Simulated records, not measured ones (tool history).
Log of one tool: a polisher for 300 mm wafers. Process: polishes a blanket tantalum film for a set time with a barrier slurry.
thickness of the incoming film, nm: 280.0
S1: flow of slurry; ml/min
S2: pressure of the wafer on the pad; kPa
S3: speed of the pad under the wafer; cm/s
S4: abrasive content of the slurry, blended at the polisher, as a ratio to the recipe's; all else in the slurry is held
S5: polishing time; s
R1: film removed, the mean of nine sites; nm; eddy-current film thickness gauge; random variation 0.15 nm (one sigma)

{"run": 1, "day": 0.0, "S1": 135, "S2": 16.5, "S3": 84, "S4": 1.0, "S5": 18, "R1": 32.842}
{"run": 2, "day": 0.042, "S1": 135, "S2": 16.5, "S3": 74, "S4": 1.0, "S5": 18, "R1": 28.816}
{"run": 3, "day": 0.312, "S1": 135, "S2": 15.9, "S3": 74, "S4": 1.0, "S5": 18, "R1": 27.702}
{"run": 4, "day": 0.446, "S1": 120, "S2": 14.5, "S3": 74, "S4": 1.0, "S5": 18, "R1": 24.908}
{"run": 5, "day": 0.688, "S1": 95, "S2": 14.5, "S3": 74, "S4": 1.0, "S5": 18, "R1": 23.253}
{"run": 6, "day": 0.758, "S1": 95, "S2": 11.7, "S3": 74, "S4": 1.0, "S5": 18, "R1": 18.74}
{"run": 7, "day": 0.804, "S1": 100, "S2": 11.7, "S3": 74, "S4": 1.0, "S5": 18, "R1": 19.228}
{"run": 8, "day": 0.912, "S1": 105, "S2": 11.7, "S3": 74, "S4": 1.0, "S5": 18, "R1": 19.594}
{"run": 9, "day": 1.042, "S1": 110, "S2": 11.7, "S3": 74, "S4": 1.0, "S5": 18, "R1": 19.869}

Run 10 comes next. What will it give?
{"run": 10, "day": 1.338, "S1": 115, "S2": 11.7, "S3": 74, "S4": 1.0, "S5": 18, "R1": "?"}

R1: 20.115 nm
